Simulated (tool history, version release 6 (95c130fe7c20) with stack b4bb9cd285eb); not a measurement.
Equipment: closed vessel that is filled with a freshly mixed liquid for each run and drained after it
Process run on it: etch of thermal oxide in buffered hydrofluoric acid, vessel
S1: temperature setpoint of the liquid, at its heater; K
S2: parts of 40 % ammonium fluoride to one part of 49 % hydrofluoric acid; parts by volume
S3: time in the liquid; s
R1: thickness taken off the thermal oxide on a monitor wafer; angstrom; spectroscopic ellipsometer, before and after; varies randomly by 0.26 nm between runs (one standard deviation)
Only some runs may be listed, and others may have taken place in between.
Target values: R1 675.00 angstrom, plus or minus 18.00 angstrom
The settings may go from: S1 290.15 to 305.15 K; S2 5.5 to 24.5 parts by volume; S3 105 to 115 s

run 1 hour=0.0 | S1=298.15 S2=15.0 S3=105 | R1=881.75
run 2 hour=3.9 | S1=296.65 S2=15.0 S3=105 | R1=811.25
run 3 hour=10.6 | S1=295.65 S2=15.0 S3=105 | R1=769.94
run 4 hour=12.2 | S1=295.15 S2=15.0 S3=105 | R1=739.39
run 5 hour=15.4 | S1=294.65 S2=15.0 S3=105 | R1=721.85
run 6 hour=16.8 | S1=296.65 S2=15.0 S3=105 | R1=806.42
run 7 hour=18.4 | S1=295.65 S2=15.0 S3=105 | R1=766.83
run 8 hour=23.3 | S1=295.15 S2=15.0 S3=105 | R1=742.47
run 9 hour=29.9 | S1=294.65 S2=15.0 S3=105 | R1=720.03
run 10 hour=33.9 | S1=294.15 S2=15.0 S3=105 | R1=701.37

4 candidate next runs follow, results not yet known. Just one meets every target within its allowed miss. Identify it.
run A hour=37.9 | S1=295.65 S2=17.0 S3=105 | R1=?
run B hour=37.9 | S1=293.15 S2=13.5 S3=110 | R1=?
run C hour=37.9 | S1=294.65 S2=16.5 S3=115 | R1=?
run D hour=37.9 | S1=293.15 S2=13.5 S3=105 | R1=?

move=A R1=675.29
move=B R1=772.27
move=C R1=720.65
move=D R1=737.17
A: hits every target within its allowed miss
B: lands further from the targets than the last run did
C: lands further from the targets than the last run did
D: lands further from the targets than the last run did
The move that meets every target is A.
